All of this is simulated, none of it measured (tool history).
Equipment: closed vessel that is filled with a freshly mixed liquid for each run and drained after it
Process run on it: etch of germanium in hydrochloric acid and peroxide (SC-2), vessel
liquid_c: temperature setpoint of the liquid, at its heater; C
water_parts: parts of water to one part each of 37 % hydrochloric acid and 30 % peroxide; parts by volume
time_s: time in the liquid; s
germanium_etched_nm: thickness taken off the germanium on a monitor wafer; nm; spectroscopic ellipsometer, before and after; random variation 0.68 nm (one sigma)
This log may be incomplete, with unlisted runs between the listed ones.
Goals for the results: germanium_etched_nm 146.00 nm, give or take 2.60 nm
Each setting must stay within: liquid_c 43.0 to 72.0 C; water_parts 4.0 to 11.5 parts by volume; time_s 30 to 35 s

run,day,liquid_c,water_parts,time_s,germanium_etched_nm
1,0.000,59.0,6.5,35,115.74
2,0.279,55.5,6.5,35,104.29
3,0.621,55.5,6.5,35,103.97
4,0.833,58.0,6.5,35,113.32
5,0.962,58.0,5.0,35,113.60
6,1.258,58.0,4.0,35,115.12
7,1.608,60.0,4.0,35,121.54
8,1.688,61.5,4.0,35,128.12
9,1.762,62.5,4.0,35,131.57
10,2.083,63.5,4.0,35,134.56
11,2.192,64.0,4.0,35,136.92
12,2.329,64.5,4.0,35,139.66
13,2.625,65.0,4.0,35,140.98

Which one of the following 5 next-run settings gets every result inside its allowed miss? There is exactly one.
A,2.921,66.0,4.0,35,?
B,2.921,70.5,5.0,30,?
C,2.921,67.0,4.0,35,?
D,2.921,67.5,5.0,30,?
E,2.921,67.5,4.0,35,?

move,germanium_etched_nm
A,145.09
B,140.58
C,149.38
D,129.07
E,151.55
A: each result inside its tolerance
B: misses by more than the last run did
C: carries the result that was furthest off beyond its target, to the other side
D: misses by more than the last run did
E: carries the result that was furthest off beyond its target, to the other side
Answer: A
